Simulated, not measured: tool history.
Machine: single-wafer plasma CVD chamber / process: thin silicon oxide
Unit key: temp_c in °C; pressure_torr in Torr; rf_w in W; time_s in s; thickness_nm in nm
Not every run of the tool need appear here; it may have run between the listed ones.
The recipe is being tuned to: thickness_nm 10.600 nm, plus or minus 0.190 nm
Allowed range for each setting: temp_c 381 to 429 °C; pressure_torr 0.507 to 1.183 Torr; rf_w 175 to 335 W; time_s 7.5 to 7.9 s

run	day	temp_c	pressure_torr	rf_w	time_s	thickness_nm
1	0.000	405	0.845	255	7.9	13.132
2	0.125	405	0.723	255	7.9	11.695
3	0.375	405	0.723	275	7.9	12.223
4	0.688	405	0.699	275	7.9	11.894
5	1.050	405	0.680	275	7.9	11.635
6	1.208	416	0.680	275	7.9	11.490
7	1.529	416	0.667	275	7.9	11.376
8	1.800	416	0.655	275	7.9	11.162
9	1.871	416	0.647	275	7.9	11.099
10	2.162	416	0.640	275	7.9	11.039
11	2.500	416	0.633	275	7.9	10.931
12	2.567	416	0.628	275	7.9	10.870

Which one of the following 4 next-run settings gets every result inside its allowed miss? There is exactly one.
A	2.633	417	0.638	290	7.7	?
B	2.633	429	0.650	285	7.7	?
C	2.633	421	0.649	280	7.5	?
D	2.633	407	0.689	270	7.9	?

move	thickness_nm
A	11.066
B	11.046
C	10.681
D	11.632
A: moves away from the targets compared with the last run
B: moves away from the targets compared with the last run
C: meets every target
D: moves away from the targets compared with the last run
C is the move that brings every result within its allowed miss.
